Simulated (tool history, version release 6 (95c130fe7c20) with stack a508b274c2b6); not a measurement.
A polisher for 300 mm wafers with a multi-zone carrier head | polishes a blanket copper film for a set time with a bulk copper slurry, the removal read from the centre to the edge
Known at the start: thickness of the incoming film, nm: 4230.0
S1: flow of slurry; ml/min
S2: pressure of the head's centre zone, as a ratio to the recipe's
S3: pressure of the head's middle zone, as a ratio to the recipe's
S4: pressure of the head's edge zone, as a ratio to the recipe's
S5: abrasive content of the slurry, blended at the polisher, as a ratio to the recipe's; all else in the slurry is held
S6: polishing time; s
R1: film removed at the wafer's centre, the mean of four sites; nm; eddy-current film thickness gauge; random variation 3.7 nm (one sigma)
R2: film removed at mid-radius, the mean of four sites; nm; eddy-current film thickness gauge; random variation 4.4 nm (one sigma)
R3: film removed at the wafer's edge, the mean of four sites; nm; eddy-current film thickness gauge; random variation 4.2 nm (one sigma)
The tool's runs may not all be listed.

run 1 day=0.000 | S1=200 S2=1.00 S3=1.00 S4=1.00 S5=1.00 S6=69 | R1=594.53 R2=624.24 R3=580.90
run 2 day=0.154 | S1=200 S2=1.01 S3=0.99 S4=0.98 S5=0.95 S6=65 | R1=556.45 R2=571.55 R3=550.13
run 3 day=0.338 | S1=200 S2=1.04 S3=0.99 S4=0.98 S5=0.95 S6=65 | R1=585.19 R2=568.42 R3=542.66
run 4 day=0.400 | S1=200 S2=1.04 S3=0.99 S4=0.98 S5=0.75 S6=65 | R1=554.81 R2=538.01 R3=524.13
run 5 day=0.450 | S1=200 S2=1.05 S3=1.00 S4=0.97 S5=0.70 S6=61 | R1=513.09 R2=504.37 R3=490.24
run 6 day=0.783 | S1=200 S2=1.07 S3=1.01 S4=0.95 S5=0.70 S6=57 | R1=490.34 R2=474.26 R3=450.94
run 7 day=1.008 | S1=200 S2=1.13 S3=1.00 S4=0.85 S5=0.50 S6=38 | R1=327.37 R2=302.47 R3=271.59
run 8 day=1.233 | S1=205 S2=1.14 S3=1.01 S4=0.86 S5=0.50 S6=38 | R1=329.46 R2=311.34 R3=272.26
run 9 day=1.550 | S1=210 S2=1.15 S3=1.01 S4=0.87 S5=0.50 S6=38 | R1=332.24 R2=311.24 R3=271.14
run 10 day=1.783 | S1=210 S2=1.15 S3=1.01 S4=0.88 S5=0.50 S6=38 | R1=329.67 R2=308.16 R3=274.44
run 11 day=1.879 | S1=210 S2=1.15 S3=1.01 S4=0.88 S5=0.55 S6=38 | R1=330.08 R2=310.58 R3=280.04
run 12 day=2.012 | S1=210 S2=1.15 S3=1.01 S4=0.87 S5=0.55 S6=39 | R1=342.41 R2=320.59 R3=290.74
run 13 day=2.271 | S1=210 S2=1.16 S3=1.01 S4=0.86 S5=0.55 S6=39 | R1=347.80 R2=324.67 R3=279.98
run 14 day=2.400 | S1=210 S2=1.16 S3=1.01 S4=0.87 S5=0.55 S6=39 | R1=348.51 R2=319.77 R3=285.75
run 15 day=2.529 | S1=210 S2=1.16 S3=1.01 S4=0.87 S5=0.55 S6=39 | R1=350.84 R2=323.71 R3=280.11
run 16 day=2.892 | S1=210 S2=1.16 S3=1.01 S4=0.88 S5=0.55 S6=39 | R1=349.48 R2=321.93 R3=284.92
run 17 day=2.988 | S1=210 S2=1.16 S3=1.01 S4=0.89 S5=0.55 S6=39 | R1=349.12 R2=313.77 R3=285.48

The next listed run, before its measurement:
run 18 day=3.246 | S1=240 S2=1.17 S3=1.05 S4=0.92 S5=0.65 S6=40 | R1=? R2=? R3=?

R1: 379.87 nm
R2: 351.56 nm
R3: 303.57 nm
